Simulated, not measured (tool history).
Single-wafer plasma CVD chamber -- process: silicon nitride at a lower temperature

| run | hour | heater temperature setpoint (deg C) | chamber pressure (Pa) | RF power (W) | deposition time (s) | mean film thickness on the monitor wafer (Å) |
|---|---|---|---|---|---|---|
| 1 | 0 | 345 | 269 | 235 | 12.9 | 148.51 |
| 2 | 2.4 | 353 | 269 | 235 | 12.9 | 147.91 |
| 3 | 3.2 | 353 | 240 | 235 | 12.9 | 145.02 |
| 4 | 11.3 | 353 | 231 | 210 | 12.7 | 125.2 |
| 5 | 16.6 | 353 | 216 | 205 | 12.7 | 119.76 |
| 6 | 20.5 | 361 | 216 | 205 | 12.7 | 118.85 |

Run 7 comes next. What will it give?
| 7 | 29 | 361 | 207 | 205 | 12.7 | ? |

{"run 7": {"mean film thickness on the monitor wafer (Å)": 117.91}}
